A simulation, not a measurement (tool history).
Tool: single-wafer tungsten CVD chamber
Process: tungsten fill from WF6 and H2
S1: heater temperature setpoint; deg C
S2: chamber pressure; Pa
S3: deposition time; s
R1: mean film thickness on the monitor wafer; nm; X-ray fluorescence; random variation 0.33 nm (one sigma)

run  hour   S1    S2    S3      R1
  1     0  375  5773  18.7  37.202
  2   6.5  375  6533  18.7  40.355
  3   7.2  379  6559  18.7  43.638
  4  12.4  379  6559  17.8  41.829
  5  13.2  379  7133  17.8  43.825
  6    16  379  6466  17.8  41.596
  7  17.3  379  6466  17.8  41.594

Forecast run 8:
  8  22.8  383  6506  17.8   ?

{"run 8": {"R1": 45.68}}

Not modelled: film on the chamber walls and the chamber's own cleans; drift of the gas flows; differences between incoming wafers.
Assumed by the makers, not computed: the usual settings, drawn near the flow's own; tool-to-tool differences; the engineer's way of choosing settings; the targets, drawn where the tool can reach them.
